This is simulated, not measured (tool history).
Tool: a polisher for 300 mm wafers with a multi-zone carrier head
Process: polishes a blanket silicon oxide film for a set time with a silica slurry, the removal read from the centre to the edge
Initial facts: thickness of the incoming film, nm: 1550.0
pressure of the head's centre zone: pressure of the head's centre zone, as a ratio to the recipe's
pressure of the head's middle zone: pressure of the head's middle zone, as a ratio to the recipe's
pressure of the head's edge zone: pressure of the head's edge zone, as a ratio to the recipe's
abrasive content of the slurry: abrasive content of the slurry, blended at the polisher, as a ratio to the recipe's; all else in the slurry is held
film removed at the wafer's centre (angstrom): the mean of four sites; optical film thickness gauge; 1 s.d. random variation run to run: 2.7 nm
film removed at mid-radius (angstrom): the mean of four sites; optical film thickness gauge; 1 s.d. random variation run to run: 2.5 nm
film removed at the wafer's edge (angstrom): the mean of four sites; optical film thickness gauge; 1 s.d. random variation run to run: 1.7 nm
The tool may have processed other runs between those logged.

run	hour	flow of slurry (ml/min)	pressure of the head's centre zone	pressure of the head's middle zone	pressure of the head's edge zone	abrasive content of the slurry	polishing time (s)	film removed at the wafer's centre (angstrom)	film removed at mid-radius (angstrom)	film removed at the wafer's edge (angstrom)
1	0	275	1	1	1	1	85	3339	3409	3362.7
2	6.6	270	0.96	0.99	0.95	0.85	85	2940.2	3178.4	3022
3	13.1	270	0.96	0.99	0.95	0.7	85	2713.1	2831.4	2743.7
4	17.8	260	0.93	0.98	0.92	0.7	85	2598.6	2813.9	2705.7
# hour 24.4: worn pad replaced by a new one
5	24.4	200	0.93	0.98	0.92	0.7	85	2900.6	3064	2949.9
6	31.1	200	0.93	0.98	0.92	0.7	100	3367.6	3552.3	3484.5
7	33.1	265	0.92	0.97	0.88	0.65	100	3278.4	3542.7	3334.5
8	40.6	290	0.93	1	0.92	0.6	96	3124.4	3309	3113.6
9	44	305	0.9	0.97	0.88	0.55	94	2729.4	3024.4	2844
10	50.2	325	0.89	0.95	0.86	0.55	93	2742.7	2990.1	2805.7
11	57.4	330	0.87	0.94	0.85	0.55	91	2652.5	2900.8	2741.1
12	62.6	330	0.86	0.94	0.84	0.55	89	2614.3	2862.1	2658.2

Expected results for the next run?
13	67.1	260	0.81	0.93	0.83	0.5	88	?	?	?

Run 13 produced film removed at the wafer's centre (angstrom) 2212.6, film removed at mid-radius (angstrom) 2598.6, film removed at the wafer's edge (angstrom) 2425.9.

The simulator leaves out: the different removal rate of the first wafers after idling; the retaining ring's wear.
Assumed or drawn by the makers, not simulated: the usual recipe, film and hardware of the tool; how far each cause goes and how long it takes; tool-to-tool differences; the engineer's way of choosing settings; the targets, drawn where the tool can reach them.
